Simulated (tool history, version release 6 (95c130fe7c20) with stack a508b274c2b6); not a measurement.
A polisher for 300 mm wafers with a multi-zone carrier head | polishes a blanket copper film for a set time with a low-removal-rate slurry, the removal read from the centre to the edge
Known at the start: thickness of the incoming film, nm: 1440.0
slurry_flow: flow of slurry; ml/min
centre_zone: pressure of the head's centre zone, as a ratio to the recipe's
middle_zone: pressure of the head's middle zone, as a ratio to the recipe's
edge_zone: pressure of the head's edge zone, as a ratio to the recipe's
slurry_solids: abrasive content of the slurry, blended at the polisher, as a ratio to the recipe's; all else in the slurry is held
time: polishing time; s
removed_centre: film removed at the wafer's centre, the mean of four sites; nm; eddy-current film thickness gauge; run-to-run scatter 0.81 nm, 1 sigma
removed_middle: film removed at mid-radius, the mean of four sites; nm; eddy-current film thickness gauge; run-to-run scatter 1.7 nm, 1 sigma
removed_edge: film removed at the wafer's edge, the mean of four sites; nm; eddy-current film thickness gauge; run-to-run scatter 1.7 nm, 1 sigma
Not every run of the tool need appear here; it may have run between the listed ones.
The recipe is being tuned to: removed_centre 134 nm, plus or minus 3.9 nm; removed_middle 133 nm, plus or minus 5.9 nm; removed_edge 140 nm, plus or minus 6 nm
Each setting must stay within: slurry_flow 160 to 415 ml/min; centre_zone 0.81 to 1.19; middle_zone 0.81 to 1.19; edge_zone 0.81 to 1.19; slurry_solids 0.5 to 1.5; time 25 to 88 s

Run 1, day 0: slurry_flow 265 ml/min, centre_zone 1, middle_zone 1, edge_zone 1, slurry_solids 1, time 56 s. Result: removed_centre 116.44 nm, removed_middle 118.78 nm, removed_edge 116.73 nm.
Run 2, day 0.321: slurry_flow 300 ml/min, centre_zone 1, middle_zone 1, edge_zone 1, slurry_solids 1, time 56 s. Result: removed_centre 116.89 nm, removed_middle 117.1 nm, removed_edge 121.8 nm.
Run 3, day 0.417: slurry_flow 340 ml/min, centre_zone 1, middle_zone 1, edge_zone 1, slurry_solids 1, time 56 s. Result: removed_centre 118.8 nm, removed_middle 121.41 nm, removed_edge 118.16 nm.
Run 4, day 0.729: slurry_flow 325 ml/min, centre_zone 1.01, middle_zone 1, edge_zone 1.03, slurry_solids 1.1, time 56 s. Result: removed_centre 122.96 nm, removed_middle 120.41 nm, removed_edge 119.94 nm.
Run 5, day 0.829: slurry_flow 315 ml/min, centre_zone 0.99, middle_zone 0.99, edge_zone 1.03, slurry_solids 1.15, time 58 s. Result: removed_centre 124.73 nm, removed_middle 128.09 nm, removed_edge 126.23 nm.
Run 6, day 1.029: slurry_flow 345 ml/min, centre_zone 0.99, middle_zone 0.99, edge_zone 1.03, slurry_solids 1.15, time 58 s. Result: removed_centre 125.31 nm, removed_middle 129.51 nm, removed_edge 128.97 nm.
Run 7, day 1.162: slurry_flow 345 ml/min, centre_zone 0.99, middle_zone 0.99, edge_zone 1.03, slurry_solids 1.15, time 58 s. Result: removed_centre 124.55 nm, removed_middle 127.28 nm, removed_edge 126.3 nm.
Run 8, day 1.254: slurry_flow 340 ml/min, centre_zone 0.99, middle_zone 0.97, edge_zone 1.04, slurry_solids 1.2, time 59 s. Result: removed_centre 127.81 nm, removed_middle 131.41 nm, removed_edge 131.65 nm.
Run 9, day 1.312: slurry_flow 340 ml/min, centre_zone 0.99, middle_zone 0.95, edge_zone 1.05, slurry_solids 1.25, time 59 s. Result: removed_centre 130.83 nm, removed_middle 128.04 nm, removed_edge 136.05 nm.

Exercise: of the 5 proposed moves below, exactly one satisfies all targets within the stated allowed misses. Which move is it?
Run A, day 1.371: slurry_flow 355 ml/min, centre_zone 1.03, middle_zone 1.05, edge_zone 0.94, slurry_solids 1.3, time 59 s. Result: removed_centre ?, removed_middle ?, removed_edge ?.
Run B, day 1.371: slurry_flow 355 ml/min, centre_zone 0.89, middle_zone 0.94, edge_zone 1.03, slurry_solids 1.2, time 63 s. Result: removed_centre ?, removed_middle ?, removed_edge ?.
Run C, day 1.371: slurry_flow 340 ml/min, centre_zone 1.04, middle_zone 0.99, edge_zone 1.15, slurry_solids 1.15, time 60 s. Result: removed_centre ?, removed_middle ?, removed_edge ?.
Run D, day 1.371: slurry_flow 320 ml/min, centre_zone 0.97, middle_zone 1.01, edge_zone 1.06, slurry_solids 1.3, time 58 s. Result: removed_centre ?, removed_middle ?, removed_edge ?.
Run E, day 1.371: slurry_flow 280 ml/min, centre_zone 0.92, middle_zone 0.88, edge_zone 1.08, slurry_solids 1, time 69 s. Result: removed_centre ?, removed_middle ?, removed_edge ?.

move  removed_centre  removed_middle  removed_edge
   A          136.68          142.56        130.18
   B           126.1          136.43        143.03
   C           136.1          133.96        142.27
   D          126.25          134.53        134.85
   E             134          133.62        152.36
A: takes the result that was furthest off past its target
B: the worst result of the last run now meets its target, but another is out of spec
C: meets every target
D: the worst result of the last run now meets its target, but another is out of spec
E: the worst result of the last run now meets its target, but another is out of spec
The move that meets every target is C.
